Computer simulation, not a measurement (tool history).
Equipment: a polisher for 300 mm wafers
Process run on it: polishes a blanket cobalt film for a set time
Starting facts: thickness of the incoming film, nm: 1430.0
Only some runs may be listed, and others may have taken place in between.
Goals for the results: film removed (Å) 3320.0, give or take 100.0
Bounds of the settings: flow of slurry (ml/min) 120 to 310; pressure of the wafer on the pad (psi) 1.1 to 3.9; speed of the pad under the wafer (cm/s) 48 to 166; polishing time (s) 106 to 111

| run | hour | flow of slurry (ml/min) | pressure of the wafer on the pad (psi) | speed of the pad under the wafer (cm/s) | polishing time (s) | film removed (Å) |
|---|---|---|---|---|---|---|
| 1 | 0.0 | 200 | 2.5 | 106 | 106 | 8312.8 |
| 2 | 0.9 | 200 | 2.5 | 106 | 111 | 8814.6 |
| 3 | 9.0 | 200 | 2.5 | 84 | 111 | 7148.2 |
| 4 | 15.6 | 200 | 2.5 | 58 | 111 | 5291.6 |
| 5 | 17.1 | 195 | 2.1 | 58 | 111 | 4419.5 |
| 6 | 20.8 | 230 | 2.1 | 58 | 111 | 4466.7 |
| 7 | 22.0 | 230 | 1.9 | 58 | 111 | 4121.7 |
| 8 | 23.7 | 230 | 1.7 | 58 | 111 | 3699.1 |
| 9 | 28.7 | 230 | 1.6 | 58 | 111 | 3448.9 |
| 10 | 32.4 | 230 | 1.6 | 58 | 111 | 3446.3 |
| 11 | 40.4 | 225 | 1.6 | 58 | 111 | 3443.1 |
| 12 | 48.7 | 220 | 1.6 | 58 | 111 | 3481.2 |

Exactly one of the 5 candidate moves below puts every result within its allowed miss. Which one?
| A | 57.0 | 165 | 1.7 | 64 | 111 | ? |
| B | 57.0 | 210 | 1.6 | 60 | 111 | ? |
| C | 57.0 | 265 | 1.6 | 64 | 106 | ? |
| D | 57.0 | 235 | 1.7 | 52 | 110 | ? |
| E | 57.0 | 180 | 1.6 | 66 | 107 | ? |

| move | film removed (Å) |
|---|---|
| A | 3835.4 |
| B | 3559.4 |
| C | 3681.9 |
| D | 3380.4 |
| E | 3629.0 |
A: moves away from the targets compared with the last run
B: moves away from the targets compared with the last run
C: moves away from the targets compared with the last run
D: all results in spec
E: moves away from the targets compared with the last run
D meets every target.
